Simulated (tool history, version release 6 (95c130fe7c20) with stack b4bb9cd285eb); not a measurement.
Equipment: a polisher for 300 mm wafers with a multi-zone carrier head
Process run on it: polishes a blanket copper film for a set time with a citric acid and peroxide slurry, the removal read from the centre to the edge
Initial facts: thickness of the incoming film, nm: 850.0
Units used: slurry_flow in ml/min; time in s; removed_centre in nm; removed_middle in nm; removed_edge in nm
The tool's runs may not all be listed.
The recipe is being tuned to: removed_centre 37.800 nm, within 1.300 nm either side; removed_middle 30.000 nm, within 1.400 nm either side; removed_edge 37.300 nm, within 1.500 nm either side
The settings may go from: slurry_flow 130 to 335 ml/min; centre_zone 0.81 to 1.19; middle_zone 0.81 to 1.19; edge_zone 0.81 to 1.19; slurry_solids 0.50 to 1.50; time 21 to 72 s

run 1 hour=0.0 | slurry_flow=215 centre_zone=1.00 middle_zone=1.00 edge_zone=1.00 slurry_solids=1.00 time=46 | removed_centre=76.338 removed_middle=74.252 removed_edge=78.390
run 2 hour=1.8 | slurry_flow=215 centre_zone=1.00 middle_zone=0.96 edge_zone=1.00 slurry_solids=1.00 time=46 | removed_centre=78.083 removed_middle=72.895 removed_edge=77.924
run 3 hour=4.0 | slurry_flow=235 centre_zone=1.00 middle_zone=0.96 edge_zone=1.00 slurry_solids=1.00 time=46 | removed_centre=78.880 removed_middle=74.086 removed_edge=78.468
run 4 hour=9.4 | slurry_flow=235 centre_zone=1.00 middle_zone=0.91 edge_zone=1.00 slurry_solids=1.00 time=46 | removed_centre=76.836 removed_middle=69.430 removed_edge=79.101
run 5 hour=16.2 | slurry_flow=205 centre_zone=1.01 middle_zone=0.88 edge_zone=0.97 slurry_solids=0.85 time=39 | removed_centre=61.560 removed_middle=55.116 removed_edge=62.709
run 6 hour=17.3 | slurry_flow=205 centre_zone=1.01 middle_zone=0.88 edge_zone=0.97 slurry_solids=0.65 time=39 | removed_centre=56.787 removed_middle=49.427 removed_edge=57.631
run 7 hour=18.7 | slurry_flow=205 centre_zone=1.02 middle_zone=0.86 edge_zone=0.97 slurry_solids=0.60 time=34 | removed_centre=48.348 removed_middle=40.984 removed_edge=47.690
run 8 hour=21.9 | slurry_flow=205 centre_zone=1.02 middle_zone=0.85 edge_zone=0.99 slurry_solids=0.60 time=32 | removed_centre=45.754 removed_middle=38.731 removed_edge=45.270
run 9 hour=25.1 | slurry_flow=200 centre_zone=1.03 middle_zone=0.84 edge_zone=1.01 slurry_solids=0.55 time=31 | removed_centre=42.533 removed_middle=35.736 removed_edge=43.189
run 10 hour=30.3 | slurry_flow=200 centre_zone=1.05 middle_zone=0.84 edge_zone=1.02 slurry_solids=0.55 time=30 | removed_centre=42.349 removed_middle=33.833 removed_edge=42.041
run 11 hour=33.0 | slurry_flow=200 centre_zone=1.05 middle_zone=0.84 edge_zone=1.02 slurry_solids=0.55 time=29 | removed_centre=40.243 removed_middle=33.508 removed_edge=39.957
run 12 hour=39.7 | slurry_flow=195 centre_zone=1.06 middle_zone=0.83 edge_zone=1.03 slurry_solids=0.55 time=29 | removed_centre=40.854 removed_middle=32.761 removed_edge=40.133
run 13 hour=45.0 | slurry_flow=190 centre_zone=1.06 middle_zone=0.83 edge_zone=1.03 slurry_solids=0.55 time=29 | removed_centre=40.719 removed_middle=32.147 removed_edge=40.334
run 14 hour=48.4 | slurry_flow=190 centre_zone=1.06 middle_zone=0.83 edge_zone=1.03 slurry_solids=0.55 time=28 | removed_centre=39.485 removed_middle=31.623 removed_edge=39.118
run 15 hour=53.5 | slurry_flow=185 centre_zone=1.06 middle_zone=0.83 edge_zone=1.03 slurry_solids=0.55 time=28 | removed_centre=39.017 removed_middle=31.635 removed_edge=37.979
run 16 hour=54.4 | slurry_flow=180 centre_zone=1.06 middle_zone=0.82 edge_zone=1.04 slurry_solids=0.55 time=28 | removed_centre=39.565 removed_middle=30.933 removed_edge=39.943

Of the 4 settings listed for the next run, only one would bring every result within its allowed miss of target. Which one?
run A hour=55.3 | slurry_flow=135 centre_zone=1.08 middle_zone=0.83 edge_zone=1.02 slurry_solids=0.50 time=29 | removed_centre=? removed_middle=? removed_edge=?
run B hour=55.3 | slurry_flow=200 centre_zone=1.13 middle_zone=0.82 edge_zone=1.00 slurry_solids=0.50 time=28 | removed_centre=? removed_middle=? removed_edge=?
run C hour=55.3 | slurry_flow=255 centre_zone=1.11 middle_zone=0.93 edge_zone=1.03 slurry_solids=0.60 time=25 | removed_centre=? removed_middle=? removed_edge=?
run D hour=55.3 | slurry_flow=165 centre_zone=1.14 middle_zone=0.81 edge_zone=0.99 slurry_solids=0.50 time=29 | removed_centre=? removed_middle=? removed_edge=?

move=A removed_centre=37.242 removed_middle=29.746 removed_edge=37.427
move=B removed_centre=40.557 removed_middle=30.398 removed_edge=37.583
move=C removed_centre=39.668 removed_middle=33.451 removed_edge=37.468
move=D removed_centre=40.992 removed_middle=30.254 removed_edge=37.901
A: meets every target
B: gets the furthest-off result to its target, but another result is out of tolerance
C: gets the furthest-off result to its target, but another result is out of tolerance
D: gets the furthest-off result to its target, but another result is out of tolerance
The right move is A.

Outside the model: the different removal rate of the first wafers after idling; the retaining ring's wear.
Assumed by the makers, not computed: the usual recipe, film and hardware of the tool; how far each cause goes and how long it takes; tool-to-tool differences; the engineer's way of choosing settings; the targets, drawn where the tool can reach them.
